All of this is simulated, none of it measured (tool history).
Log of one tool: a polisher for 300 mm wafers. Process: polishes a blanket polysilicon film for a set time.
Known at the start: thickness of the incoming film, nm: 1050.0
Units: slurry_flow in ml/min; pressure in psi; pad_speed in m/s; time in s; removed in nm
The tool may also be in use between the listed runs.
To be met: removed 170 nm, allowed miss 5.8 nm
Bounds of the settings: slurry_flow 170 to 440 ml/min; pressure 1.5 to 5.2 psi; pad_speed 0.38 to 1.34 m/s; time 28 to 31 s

Run 1, hour 0: slurry_flow 280 ml/min, pressure 3.3 psi, pad_speed 0.86 m/s, time 31 s. Result: removed 227.79 nm.
Run 2, hour 7.8: slurry_flow 280 ml/min, pressure 3 psi, pad_speed 0.86 m/s, time 31 s. Result: removed 205.09 nm.
Run 3, hour 10.1: slurry_flow 280 ml/min, pressure 2.8 psi, pad_speed 0.86 m/s, time 31 s. Result: removed 197.93 nm.
Run 4, hour 16.9: slurry_flow 280 ml/min, pressure 2.6 psi, pad_speed 0.86 m/s, time 31 s. Result: removed 179.93 nm.
Run 5, hour 24.4: slurry_flow 280 ml/min, pressure 3.3 psi, pad_speed 0.86 m/s, time 31 s. Result: removed 223.63 nm.
Run 6, hour 29.2: slurry_flow 280 ml/min, pressure 2.7 psi, pad_speed 0.86 m/s, time 31 s. Result: removed 186.01 nm.
Run 7, hour 32: slurry_flow 280 ml/min, pressure 2.6 psi, pad_speed 0.86 m/s, time 31 s. Result: removed 180.54 nm.
Run 8, hour 40.3: slurry_flow 280 ml/min, pressure 2.6 psi, pad_speed 0.86 m/s, time 31 s. Result: removed 176.94 nm.

Which of these 5 next moves meets every target?
Run A, hour 48.6: slurry_flow 265 ml/min, pressure 2.3 psi, pad_speed 1.04 m/s, time 31 s. Result: removed ?.
Run B, hour 48.6: slurry_flow 255 ml/min, pressure 2.7 psi, pad_speed 0.88 m/s, time 31 s. Result: removed ?.
Run C, hour 48.6: slurry_flow 245 ml/min, pressure 2.9 psi, pad_speed 0.8 m/s, time 31 s. Result: removed ?.
Run D, hour 48.6: slurry_flow 295 ml/min, pressure 2.2 psi, pad_speed 1.06 m/s, time 28 s. Result: removed ?.
Run E, hour 48.6: slurry_flow 375 ml/min, pressure 2.8 psi, pad_speed 0.8 m/s, time 31 s. Result: removed ?.

move  removed
   A   187.85
   B   188.33
   C   184.91
   D   167.26
   E   186.24
A: further off than the last run
B: further off than the last run
C: further off than the last run
D: meets every target
E: further off than the last run
Move D is the one to make.

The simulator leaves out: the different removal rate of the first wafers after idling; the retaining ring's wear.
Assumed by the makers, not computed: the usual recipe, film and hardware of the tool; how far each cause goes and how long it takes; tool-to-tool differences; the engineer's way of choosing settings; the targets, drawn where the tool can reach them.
